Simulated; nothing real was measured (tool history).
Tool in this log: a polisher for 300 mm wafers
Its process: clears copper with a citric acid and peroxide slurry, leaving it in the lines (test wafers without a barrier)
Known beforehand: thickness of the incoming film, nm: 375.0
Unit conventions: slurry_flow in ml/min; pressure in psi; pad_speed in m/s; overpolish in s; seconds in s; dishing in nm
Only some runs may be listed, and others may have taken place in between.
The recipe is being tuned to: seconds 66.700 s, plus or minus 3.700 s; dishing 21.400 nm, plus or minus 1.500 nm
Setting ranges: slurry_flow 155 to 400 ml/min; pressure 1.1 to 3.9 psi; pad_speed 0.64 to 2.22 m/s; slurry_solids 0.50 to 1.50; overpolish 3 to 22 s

run,hour,slurry_flow,pressure,pad_speed,slurry_solids,overpolish,seconds,dishing
1,0.0,255,2.5,1.42,1.00,11,122.090,21.649
2,0.9,255,2.5,1.42,1.00,15,121.330,26.812
3,6.8,255,2.5,1.42,1.00,12,124.720,22.455
4,11.8,255,2.7,1.44,1.00,11,113.200,22.867
5,16.8,255,2.8,1.46,1.00,10,108.110,21.916
6,20.7,255,3.1,1.46,1.00,10,97.254,23.431
7,26.3,255,3.2,1.48,1.00,9,95.168,23.092
8,34.5,265,3.9,1.76,1.05,3,63.619,12.141
9,41.3,265,3.9,1.76,1.05,4,64.465,15.823

Below are 4 possible settings for the next run. Only one of them brings all results inside the allowed miss of their targets. Which is it?
A,48.1,310,3.5,1.96,0.85,3,?,?
B,48.1,225,3.9,1.80,1.10,7,?,?
C,48.1,250,3.9,1.88,1.00,5,?,?
D,48.1,285,3.9,1.70,0.90,6,?,?

move,seconds,dishing
A,65.310,12.180
B,63.628,25.514
C,61.069,20.133
D,67.514,21.538
A: further off than the last run
B: the result that was furthest off in the last run now lies on the other side of its target
C: puts the biggest miss on target and leaves a different result outside tolerance
D: every result lands within tolerance
So the answer is move D, the one that meets all the targets.
